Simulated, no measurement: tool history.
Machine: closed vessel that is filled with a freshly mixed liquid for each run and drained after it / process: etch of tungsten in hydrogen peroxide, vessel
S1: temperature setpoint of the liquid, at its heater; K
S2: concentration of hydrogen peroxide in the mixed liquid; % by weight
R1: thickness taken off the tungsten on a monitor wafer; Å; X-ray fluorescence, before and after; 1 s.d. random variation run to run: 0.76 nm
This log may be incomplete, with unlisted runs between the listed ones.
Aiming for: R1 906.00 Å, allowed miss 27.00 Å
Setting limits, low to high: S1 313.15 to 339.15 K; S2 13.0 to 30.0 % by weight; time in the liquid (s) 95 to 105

Run 1, day 0.000: S1 329.15 K, S2 24.0 % by weight, time in the liquid (s) 95. Result: R1 1397.40 Å.
Run 2, day 0.329: S1 328.15 K, S2 24.0 % by weight, time in the liquid (s) 95. Result: R1 1327.70 Å.
Run 3, day 0.479: S1 327.15 K, S2 24.0 % by weight, time in the liquid (s) 95. Result: R1 1239.20 Å.
Run 4, day 0.854: S1 326.15 K, S2 24.0 % by weight, time in the liquid (s) 95. Result: R1 1167.90 Å.
Run 5, day 1.217: S1 326.15 K, S2 21.5 % by weight, time in the liquid (s) 95. Result: R1 1096.60 Å.
Run 6, day 1.342: S1 326.15 K, S2 21.5 % by weight, time in the liquid (s) 105. Result: R1 1209.60 Å.
At day 1.404: peroxide flow meter replaced.
Run 7, day 1.404: S1 325.15 K, S2 21.5 % by weight, time in the liquid (s) 105. Result: R1 1102.70 Å.
Run 8, day 1.479: S1 324.65 K, S2 21.5 % by weight, time in the liquid (s) 105. Result: R1 1052.40 Å.
Run 9, day 1.521: S1 324.15 K, S2 21.5 % by weight, time in the liquid (s) 105. Result: R1 1024.70 Å.

Exactly one of the 4 candidate moves below puts every result within its allowed miss. Which one?
Run A, day 1.562: S1 323.65 K, S2 24.5 % by weight, time in the liquid (s) 95. Result: R1 ?.
Run B, day 1.562: S1 322.65 K, S2 22.5 % by weight, time in the liquid (s) 105. Result: R1 ?.
Run C, day 1.562: S1 323.65 K, S2 20.5 % by weight, time in the liquid (s) 105. Result: R1 ?.
Run D, day 1.562: S1 322.15 K, S2 21.0 % by weight, time in the liquid (s) 105. Result: R1 ?.

move      R1
   A  985.51
   B  981.96
   C  996.37
   D  919.98
A: gains on the last run, yet a result remains outside its allowed miss
B: gains on the last run, yet a result remains outside its allowed miss
C: gains on the last run, yet a result remains outside its allowed miss
D: hits every target within its allowed miss
The move that meets every target is D.
